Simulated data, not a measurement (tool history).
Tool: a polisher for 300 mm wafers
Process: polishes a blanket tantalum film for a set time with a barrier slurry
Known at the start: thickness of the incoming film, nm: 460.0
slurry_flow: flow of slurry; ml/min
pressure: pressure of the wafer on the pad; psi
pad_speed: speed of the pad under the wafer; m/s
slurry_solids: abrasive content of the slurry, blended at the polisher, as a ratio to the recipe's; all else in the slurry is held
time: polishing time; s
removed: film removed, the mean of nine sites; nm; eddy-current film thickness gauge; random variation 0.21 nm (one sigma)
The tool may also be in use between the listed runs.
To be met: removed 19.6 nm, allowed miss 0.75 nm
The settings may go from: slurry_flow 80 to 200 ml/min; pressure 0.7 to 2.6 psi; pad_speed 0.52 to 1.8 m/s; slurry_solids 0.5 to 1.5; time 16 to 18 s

run    day  slurry_flow  pressure  pad_speed  slurry_solids  time  removed
  1      0          130       1.6       1.16              1    18   27.688
  2  0.125          130       1.6       1.16              1    16   24.204
  3  0.471          130       1.6       1.16            0.8    16   22.733
  4  0.588          125       1.5       1.16            0.8    16   21.082
  5  0.812          125       1.5       1.16            0.8    16    21.14
  6  1.033          125       1.5       1.26            0.8    16   23.127
  7  1.204          110       1.2       1.26            0.8    16   17.727
  8  1.354          115       1.2       1.26            0.8    16   18.206
  9  1.717          120       1.2       1.26            0.8    16   18.413
 10  1.846          125       1.2       1.26            0.8    16   18.719

5 next moves are on the table. One of them brings every result within its allowed miss. Which?
  A  1.975          125       1.1       1.16            0.9    17        ?
  B  1.975          120         1       1.52            0.6    17        ?
  C  1.975          155       0.9       1.56            0.7    17        ?
  D  1.975          135       1.5       1.12            0.5    18        ?
  E  1.975          115       1.7       0.72           0.75    18        ?

move  removed
   A   17.676
   B   17.422
   C    18.13
   D   19.658
   E   17.614
A: further off than the last run
B: further off than the last run
C: further off than the last run
D: meets every target
E: further off than the last run
Answer: D
